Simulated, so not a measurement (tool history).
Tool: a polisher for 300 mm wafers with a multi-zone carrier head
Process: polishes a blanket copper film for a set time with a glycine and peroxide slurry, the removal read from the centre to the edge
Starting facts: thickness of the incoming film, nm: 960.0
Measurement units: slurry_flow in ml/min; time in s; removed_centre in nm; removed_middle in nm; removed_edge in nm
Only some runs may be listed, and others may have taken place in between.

run	hour	slurry_flow	centre_zone	middle_zone	edge_zone	time	removed_centre	removed_middle	removed_edge
1	0	150	1	1	1	43	191.02	198.99	199.34
2	7.6	145	1	1	0.98	43	187.13	193.32	198.25
3	9.9	150	1.01	1.02	0.96	42	188.82	193.72	191.61
4	12.7	150	1.01	1.03	0.94	42	186.03	196.38	188.38
5	20.1	145	1.01	1.03	0.93	42	184.2	194.23	190.21
6	21.1	145	1.01	0.97	0.93	42	188.27	187.39	186.16
# hour 27.2: slurry nozzle cleaned
7	27.2	145	1	0.98	0.91	42	194	195.47	193.36
8	28.6	140	1.01	1	0.9	42	196.83	197.55	192.17
9	32.7	145	1.01	1.01	0.9	41	192.07	196.89	185.42
10	35.5	145	1.01	1.02	0.9	41	193.93	197.72	186.78

Expected results for the next run?
11	42.5	145	1.01	1.02	0.9	41	?	?	?

removed_centre: 195.12 nm
removed_middle: 199.94 nm
removed_edge: 189.16 nm
